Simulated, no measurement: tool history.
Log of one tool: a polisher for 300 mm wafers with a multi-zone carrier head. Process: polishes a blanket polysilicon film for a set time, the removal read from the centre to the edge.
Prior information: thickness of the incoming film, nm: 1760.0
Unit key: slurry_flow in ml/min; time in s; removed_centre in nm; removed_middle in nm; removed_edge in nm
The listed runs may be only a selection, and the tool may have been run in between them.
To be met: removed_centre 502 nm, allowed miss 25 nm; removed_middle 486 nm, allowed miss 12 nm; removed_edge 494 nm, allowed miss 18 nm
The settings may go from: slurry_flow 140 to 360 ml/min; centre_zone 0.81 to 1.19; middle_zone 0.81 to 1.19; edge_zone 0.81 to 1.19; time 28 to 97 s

run	hour	slurry_flow	centre_zone	middle_zone	edge_zone	time	removed_centre	removed_middle	removed_edge
1	0	230	1	1	1	62	386.95	390	403.57
2	6.1	230	1	1.04	1	62	404.16	411.74	395.89
3	13.8	230	1	1.11	1	62	398.89	433.38	399.34
4	20.7	230	1	1.11	1	54	348.21	373.37	344.61
5	24.4	235	1.01	1.11	1.02	56	346.51	387.89	366.9
6	30	235	1.01	1.15	1.02	56	370.22	395.46	367.46
7	31.9	240	1.02	1.16	1.03	57	360.46	413.35	369.57
8	33.1	230	1.02	1.14	1.03	59	377.2	417.24	383.34
9	38.9	230	1.04	1.13	1.04	61	401.67	426.54	394.46
10	43.3	235	1.05	1.12	1.06	62	399.15	434.65	405.34
11	47.4	230	1.06	1.1	1.06	64	428.39	437.34	419.06
12	50.2	235	1.07	1.1	1.07	65	445.78	446.64	433.91

Which single option among these 4 for the next run brings every result within its allowed miss of target? Just one does.
A	53	190	1.12	1.19	1.02	73	?	?	?
B	53	265	1.11	1.07	1.16	71	?	?	?
C	53	245	1.03	1.15	1.03	71	?	?	?
D	53	240	1.11	1.08	1.04	71	?	?	?

move	removed_centre	removed_middle	removed_edge
A	505.77	518.87	459.1
B	513.87	483.17	489.71
C	471.74	509.32	461.6
D	506.88	481.09	462.93
A: moves toward the targets from the last run without getting all of them in spec
B: every result within its allowed miss
C: moves toward the targets from the last run without getting all of them in spec
D: moves toward the targets from the last run without getting all of them in spec
B is the move that brings every result within its allowed miss.

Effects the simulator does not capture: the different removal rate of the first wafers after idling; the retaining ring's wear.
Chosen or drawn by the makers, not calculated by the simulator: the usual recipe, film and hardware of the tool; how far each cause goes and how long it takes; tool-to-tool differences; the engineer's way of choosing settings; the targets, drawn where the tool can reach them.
